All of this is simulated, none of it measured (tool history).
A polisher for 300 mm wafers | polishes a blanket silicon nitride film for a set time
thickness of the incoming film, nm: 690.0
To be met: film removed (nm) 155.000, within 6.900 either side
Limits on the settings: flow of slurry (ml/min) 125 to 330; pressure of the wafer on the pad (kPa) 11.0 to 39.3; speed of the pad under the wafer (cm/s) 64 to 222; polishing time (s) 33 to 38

run,hour,flow of slurry (ml/min),pressure of the wafer on the pad (kPa),speed of the pad under the wafer (cm/s),polishing time (s),film removed (nm)
1,0.0,210,24.8,142,38,103.930
2,5.1,210,24.8,108,38,81.191
3,8.5,210,26.9,110,38,91.060
4,14.6,210,26.9,110,38,91.824
5,18.9,210,29.0,110,38,100.540
6,24.9,210,29.0,128,38,110.810
7,29.3,210,30.3,128,38,118.340
8,29.9,215,37.2,132,38,146.890

Below are 5 possible settings for the next run. Only one of them brings all results inside the allowed miss of their targets. Which is it?
A,30.5,205,38.6,160,37,?
B,30.5,220,39.3,144,38,?
C,30.5,220,38.6,138,37,?
D,30.5,270,39.3,144,38,?
E,30.5,250,39.3,112,38,?

move,film removed (nm)
A,168.970
B,163.810
C,151.510
D,167.670
E,136.020
A: takes the biggest miss from the last run beyond its target
B: takes the biggest miss from the last run beyond its target
C: in spec on every target
D: takes the biggest miss from the last run beyond its target
E: lands further from the targets than the last run did
The move that meets every target is C.
